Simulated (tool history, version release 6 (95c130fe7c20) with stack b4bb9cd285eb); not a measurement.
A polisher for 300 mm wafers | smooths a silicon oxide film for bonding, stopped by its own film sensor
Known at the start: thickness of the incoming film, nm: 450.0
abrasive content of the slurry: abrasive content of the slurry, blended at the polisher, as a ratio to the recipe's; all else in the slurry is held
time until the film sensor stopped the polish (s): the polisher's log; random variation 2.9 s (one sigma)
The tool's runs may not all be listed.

| run | hour | flow of slurry (ml/min) | pressure of the wafer on the pad (kPa) | speed of the pad under the wafer (m/s) | abrasive content of the slurry | target thickness at which the film sensor stops the polish (angstrom) | time until the film sensor stopped the polish (s) |
|---|---|---|---|---|---|---|---|
| 1 | 0 | 270 | 9.7 | 1.12 | 1 | 3760 | 139.93 |
| 2 | 3 | 270 | 9 | 1.12 | 1 | 3760 | 150.59 |
| 3 | 8.6 | 270 | 9 | 1.38 | 1 | 3760 | 128.31 |
| 4 | 13.7 | 270 | 7.6 | 1.38 | 1 | 3760 | 154.66 |
| 5 | 17.1 | 270 | 7.6 | 1.38 | 1.2 | 3760 | 136.7 |
| 6 | 19.4 | 270 | 7.6 | 1.64 | 1.2 | 3760 | 119.82 |
| 7 | 26.2 | 270 | 6.9 | 1.56 | 1.2 | 3760 | 135.84 |
| 8 | 27.7 | 270 | 6.2 | 1.5 | 1.2 | 3760 | 155.08 |
| 9 | 28.6 | 270 | 5.5 | 1.46 | 1.2 | 3760 | 176.77 |

Run 10 comes next. What will it give?
| 10 | 35.9 | 270 | 5.5 | 1.44 | 1.2 | 3760 | ? |

{"run 10": {"time until the film sensor stopped the polish (s)": 179.12}}

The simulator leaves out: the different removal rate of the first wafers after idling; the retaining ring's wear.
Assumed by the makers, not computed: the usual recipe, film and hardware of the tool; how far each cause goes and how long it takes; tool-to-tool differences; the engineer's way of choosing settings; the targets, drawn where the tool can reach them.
